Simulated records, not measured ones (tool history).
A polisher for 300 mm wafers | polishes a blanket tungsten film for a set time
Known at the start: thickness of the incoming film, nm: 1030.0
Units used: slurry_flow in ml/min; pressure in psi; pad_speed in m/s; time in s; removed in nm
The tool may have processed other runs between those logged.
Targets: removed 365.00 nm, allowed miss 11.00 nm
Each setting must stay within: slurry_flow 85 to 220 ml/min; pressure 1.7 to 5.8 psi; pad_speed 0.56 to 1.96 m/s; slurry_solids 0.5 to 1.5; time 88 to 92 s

run,hour,slurry_flow,pressure,pad_speed,slurry_solids,time,removed
1,0.0,140,3.7,1.26,1.0,88,449.48
2,6.7,140,3.3,1.26,1.0,88,403.73
3,7.6,140,3.9,1.26,1.0,88,463.22
4,16.4,140,4.8,1.26,1.0,88,570.72
5,23.6,140,4.8,1.26,0.8,88,536.85
6,32.5,135,4.5,1.26,0.8,88,497.61
7,39.6,130,4.3,1.26,0.8,88,486.95
8,40.7,130,4.0,1.26,0.8,88,444.53
9,43.2,130,3.8,1.26,0.8,88,425.22
10,45.0,130,3.7,1.26,0.8,88,417.03

4 candidate next runs follow, results not yet known. Just one meets every target within its allowed miss. Identify it.
A,46.8,135,3.7,1.16,0.7,92,?
B,46.8,165,4.0,1.08,0.6,88,?
C,46.8,110,4.2,1.34,0.8,88,?
D,46.8,155,3.3,1.38,0.7,88,?

move,removed
A,380.22
B,359.49
C,472.29
D,395.46
A: closes in on the targets versus the last run, not all within tolerance yet
B: in spec on every target
C: further off than the last run
D: closes in on the targets versus the last run, not all within tolerance yet
Move B is the one to make.
